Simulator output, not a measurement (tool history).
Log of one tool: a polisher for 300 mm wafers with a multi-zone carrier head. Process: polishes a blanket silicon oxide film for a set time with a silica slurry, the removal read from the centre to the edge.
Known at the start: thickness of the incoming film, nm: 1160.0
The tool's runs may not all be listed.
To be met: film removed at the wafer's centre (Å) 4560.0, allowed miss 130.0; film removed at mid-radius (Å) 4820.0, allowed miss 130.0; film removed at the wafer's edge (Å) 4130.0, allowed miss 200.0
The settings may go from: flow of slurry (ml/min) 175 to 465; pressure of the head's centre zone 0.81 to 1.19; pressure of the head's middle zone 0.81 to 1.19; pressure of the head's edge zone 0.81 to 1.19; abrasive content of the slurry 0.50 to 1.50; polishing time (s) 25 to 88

run,hour,flow of slurry (ml/min),pressure of the head's centre zone,pressure of the head's middle zone,pressure of the head's edge zone,abrasive content of the slurry,polishing time (s),film removed at the wafer's centre (Å),film removed at mid-radius (Å),film removed at the wafer's edge (Å)
1,0.0,295,1.00,1.00,1.00,1.00,56,2771.8,2796.3,2763.1
2,6.0,310,1.03,1.05,1.01,1.15,58,3122.8,3185.9,3048.4
3,7.8,365,1.03,1.05,1.01,1.15,58,3227.9,3224.4,3068.7
4,15.5,360,1.04,1.08,1.00,1.25,61,3421.0,3604.2,3340.6
5,22.3,360,1.12,1.08,1.00,1.25,61,3732.7,3537.7,3227.1
6,24.7,365,1.12,1.11,1.01,1.30,63,3883.0,3867.1,3464.9
7,29.4,370,1.13,1.13,1.02,1.35,64,3995.7,3982.2,3540.1
8,30.2,375,1.13,1.14,1.02,1.40,66,4241.6,4250.0,3636.5

4 next moves are on the table. One of them brings every result within its allowed miss. Which?
A,31.0,355,1.19,1.15,1.02,1.40,71,?,?,?
B,31.0,345,1.19,1.17,0.95,1.20,63,?,?,?
C,31.0,310,1.10,1.17,0.98,1.25,78,?,?,?
D,31.0,300,1.10,1.08,1.03,1.40,75,?,?,?

move,film removed at the wafer's centre (Å),film removed at mid-radius (Å),film removed at the wafer's edge (Å)
A,4706.9,4630.1,4017.3
B,3938.4,3933.0,3250.1
C,4578.9,4895.7,4114.0
D,4566.3,4561.9,4215.2
A: nearer than the last run, and not there yet
B: further off than the last run
C: meets every target
D: nearer than the last run, and not there yet
Answer: C
